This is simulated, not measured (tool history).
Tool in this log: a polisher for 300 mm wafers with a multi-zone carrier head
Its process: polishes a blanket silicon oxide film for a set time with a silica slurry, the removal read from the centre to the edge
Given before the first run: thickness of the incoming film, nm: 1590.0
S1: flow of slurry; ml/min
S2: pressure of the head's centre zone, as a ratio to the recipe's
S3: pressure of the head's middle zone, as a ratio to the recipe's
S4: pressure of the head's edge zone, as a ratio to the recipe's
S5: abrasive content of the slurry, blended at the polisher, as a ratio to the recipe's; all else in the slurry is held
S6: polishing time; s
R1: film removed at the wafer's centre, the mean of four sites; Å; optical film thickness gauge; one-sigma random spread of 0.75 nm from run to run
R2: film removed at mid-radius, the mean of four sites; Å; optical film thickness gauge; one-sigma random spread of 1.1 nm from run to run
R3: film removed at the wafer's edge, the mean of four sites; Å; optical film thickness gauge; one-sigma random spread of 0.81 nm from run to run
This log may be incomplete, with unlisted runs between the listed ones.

run	hour	S1	S2	S3	S4	S5	S6	R1	R2	R3
1	0.0	295	1.00	1.00	1.00	1.00	85	1445.30	1423.00	1444.40
2	7.9	295	1.00	1.00	1.00	1.10	85	1517.30	1536.60	1498.80
3	11.9	340	1.00	1.00	1.00	1.10	85	1534.70	1551.80	1529.10
4	15.2	340	1.00	1.00	0.93	1.10	85	1534.40	1540.60	1474.40
5	21.2	330	0.98	1.00	0.90	0.90	78	1179.60	1243.70	1151.80
6	22.3	330	0.98	1.00	0.90	0.80	78	1081.10	1136.80	1047.10
7	28.6	325	0.97	0.96	0.89	0.70	78	938.41	937.86	903.89
8	31.6	320	0.95	0.94	0.87	0.70	78	915.49	928.27	897.81
9	39.5	305	0.92	0.88	0.83	0.50	76	496.10	496.96	489.85
10	47.0	340	0.94	0.91	0.88	0.50	73	491.56	502.08	492.32
11	49.1	310	0.97	0.95	0.93	0.50	73	504.84	512.04	501.12

The next listed run, before its measurement:
12	56.6	315	1.04	1.04	1.03	0.75	77	?	?	?

R1: 1066.00 Å
R2: 1089.40 Å
R3: 1022.20 Å

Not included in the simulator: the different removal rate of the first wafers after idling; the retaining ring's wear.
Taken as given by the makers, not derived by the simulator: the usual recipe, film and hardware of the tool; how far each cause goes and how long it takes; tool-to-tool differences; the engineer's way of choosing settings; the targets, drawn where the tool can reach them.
